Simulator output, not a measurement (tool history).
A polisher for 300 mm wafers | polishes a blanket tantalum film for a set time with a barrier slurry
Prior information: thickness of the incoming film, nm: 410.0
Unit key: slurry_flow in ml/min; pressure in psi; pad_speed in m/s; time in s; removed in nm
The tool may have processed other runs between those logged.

run  hour  slurry_flow  pressure  pad_speed  slurry_solids  time  removed
  1   0.0          290       2.5       1.06            1.0    56   115.77
  2   2.6          290       2.2       1.06            1.0    56   104.19
  3   9.9          290       2.5       1.06            1.0    56   116.90
  4  18.9          290       2.7       1.06            1.0    56   124.95
  5  23.4          290       2.9       1.06            1.0    56   132.95
  6  31.2          290       3.0       1.06            1.0    56   139.25
  7  32.0          290       3.1       1.06            1.0    56   149.50

What will run 8 give?
  8  40.2          290       3.2       1.06            1.0    56        ?

Run 8 produced removed 148.83 nm.
